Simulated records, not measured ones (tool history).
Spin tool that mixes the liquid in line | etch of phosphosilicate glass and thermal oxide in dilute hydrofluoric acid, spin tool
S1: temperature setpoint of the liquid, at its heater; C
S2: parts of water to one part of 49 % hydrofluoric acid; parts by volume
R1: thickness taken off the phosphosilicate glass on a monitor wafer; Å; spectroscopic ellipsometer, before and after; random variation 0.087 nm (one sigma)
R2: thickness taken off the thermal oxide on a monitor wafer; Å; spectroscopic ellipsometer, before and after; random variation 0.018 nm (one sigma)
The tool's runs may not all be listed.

run 1 day=0.000 | S1=21.0 S2=230 time_under_the_liquid_(s)=35 | R1=207.62 R2=5.6695
run 2 day=0.304 | S1=21.0 S2=230 time_under_the_liquid_(s)=45 | R1=269.87 R2=7.0696
run 3 day=0.558 | S1=20.5 S2=265 time_under_the_liquid_(s)=45 | R1=221.67 R2=5.3299
run 4 day=0.750 | S1=18.0 S2=265 time_under_the_liquid_(s)=45 | R1=201.05 R2=5.2980
run 5 day=1.083 | S1=18.0 S2=290 time_under_the_liquid_(s)=45 | R1=181.84 R2=4.1084
run 6 day=1.279 | S1=18.0 S2=245 time_under_the_liquid_(s)=45 | R1=222.88 R2=6.0106

Forecast run 7:
run 7 day=1.371 | S1=18.0 S2=275 time_under_the_liquid_(s)=45 | R1=? R2=?

Run 7 gave R1 191.98 Å, R2 5.5965 Å.

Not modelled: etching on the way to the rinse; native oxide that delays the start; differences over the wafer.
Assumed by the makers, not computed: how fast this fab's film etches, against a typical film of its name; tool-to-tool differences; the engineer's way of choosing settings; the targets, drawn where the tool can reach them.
